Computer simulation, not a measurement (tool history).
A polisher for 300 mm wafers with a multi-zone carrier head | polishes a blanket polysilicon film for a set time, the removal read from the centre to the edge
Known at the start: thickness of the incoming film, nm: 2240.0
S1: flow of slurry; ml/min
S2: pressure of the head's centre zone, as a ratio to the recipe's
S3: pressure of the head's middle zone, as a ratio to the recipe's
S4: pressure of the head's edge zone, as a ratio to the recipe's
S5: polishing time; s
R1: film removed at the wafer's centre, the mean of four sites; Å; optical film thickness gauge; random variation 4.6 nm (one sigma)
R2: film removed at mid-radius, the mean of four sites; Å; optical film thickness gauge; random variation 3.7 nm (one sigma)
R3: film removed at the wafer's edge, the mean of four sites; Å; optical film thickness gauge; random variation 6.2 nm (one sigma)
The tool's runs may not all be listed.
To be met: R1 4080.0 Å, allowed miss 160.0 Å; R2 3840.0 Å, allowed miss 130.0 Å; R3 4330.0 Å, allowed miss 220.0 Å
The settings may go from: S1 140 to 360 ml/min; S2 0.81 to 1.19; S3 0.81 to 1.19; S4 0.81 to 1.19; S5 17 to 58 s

run	day	S1	S2	S3	S4	S5	R1	R2	R3
1	0.000	230	1.00	1.00	1.00	37	3094.5	2898.7	2982.1
2	0.362	230	1.00	1.00	1.00	43	3485.0	3289.1	3393.3
3	0.562	230	0.92	1.00	1.00	43	3285.2	3405.0	3401.6
4	0.875	230	0.97	1.00	1.00	43	3488.2	3402.7	3492.8
5	1.246	230	0.97	0.94	1.00	43	3457.4	3159.1	3519.8
6	1.558	230	0.97	0.94	1.04	43	3454.5	3182.7	3440.5
7	1.842	230	0.96	0.94	1.03	44	3487.2	3267.4	3530.8
8	1.904	230	0.96	0.94	1.03	44	3417.5	3260.9	3555.5
9	2.046	230	0.96	0.94	1.03	45	3640.3	3315.0	3621.7
10	2.125	230	0.96	0.94	1.03	45	3569.0	3331.7	3531.3
11	2.162	235	0.95	0.93	1.01	46	3538.2	3373.2	3761.6

4 next moves are on the table. One of them brings every result within its allowed miss. Which?
A	2.200	250	1.01	0.95	1.03	48	?	?	?
B	2.200	270	0.92	0.90	0.99	53	?	?	?
C	2.200	185	0.98	0.98	0.95	52	?	?	?
D	2.200	205	1.15	0.96	1.08	47	?	?	?

move	R1	R2	R3
A	3930.5	3675.3	3931.1
B	4020.0	3917.2	4290.5
C	3937.3	3907.5	3959.8
D	4211.6	3527.9	3858.9
A: nearer than the last run, and not there yet
B: meets every target
C: brings the result that was furthest off to its target, and leaves another outside
D: nearer than the last run, and not there yet
The right move is B.
